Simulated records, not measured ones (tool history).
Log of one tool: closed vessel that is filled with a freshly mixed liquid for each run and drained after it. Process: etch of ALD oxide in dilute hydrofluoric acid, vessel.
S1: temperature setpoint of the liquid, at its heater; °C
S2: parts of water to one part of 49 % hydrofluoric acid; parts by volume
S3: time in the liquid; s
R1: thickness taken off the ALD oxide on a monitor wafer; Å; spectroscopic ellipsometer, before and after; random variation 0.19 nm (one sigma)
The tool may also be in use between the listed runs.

run	day	S1	S2	S3	R1
1	0.000	21.0	50	95	337.11
2	0.117	22.0	50	95	355.02
3	0.271	22.0	60	95	294.76
4	0.483	22.0	60	95	291.38
5	0.638	22.0	55	95	320.99
6	0.662	22.0	55	105	358.05
7	0.696	23.0	55	105	370.23
8	0.792	24.0	55	105	386.05

Forecast run 9:
9	1.104	24.5	55	105	?

R1: 395.59 Å

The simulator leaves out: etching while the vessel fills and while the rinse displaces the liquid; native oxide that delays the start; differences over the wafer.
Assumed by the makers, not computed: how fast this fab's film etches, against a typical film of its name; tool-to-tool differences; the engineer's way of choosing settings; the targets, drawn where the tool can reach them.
